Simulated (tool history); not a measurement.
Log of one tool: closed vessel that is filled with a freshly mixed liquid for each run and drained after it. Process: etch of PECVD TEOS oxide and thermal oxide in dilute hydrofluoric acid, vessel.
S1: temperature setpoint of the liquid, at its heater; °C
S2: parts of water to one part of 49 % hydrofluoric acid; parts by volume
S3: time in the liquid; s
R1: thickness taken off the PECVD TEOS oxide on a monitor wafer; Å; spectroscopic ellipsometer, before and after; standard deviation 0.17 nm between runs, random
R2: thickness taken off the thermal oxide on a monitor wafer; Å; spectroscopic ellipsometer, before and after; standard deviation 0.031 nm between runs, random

run	hour	S1	S2	S3	R1	R2
1	0.0	25.0	45	60	311.34	59.513
2	5.1	25.0	45	80	414.09	79.042
3	8.7	25.0	45	70	367.90	69.716
4	12.3	23.5	45	70	347.31	65.502
5	18.7	23.5	40	70	385.58	74.501
6	26.6	21.0	40	70	347.03	66.464
# hour 28.0: thermometer replaced
7	28.0	20.0	40	70	369.31	68.678
8	36.0	21.0	45	70	336.72	63.225

Run 9, settings as shown, results not yet in. Your forecast:
9	45.1	21.0	50	70	?	?

R1: 302.52 Å
R2: 57.208 Å
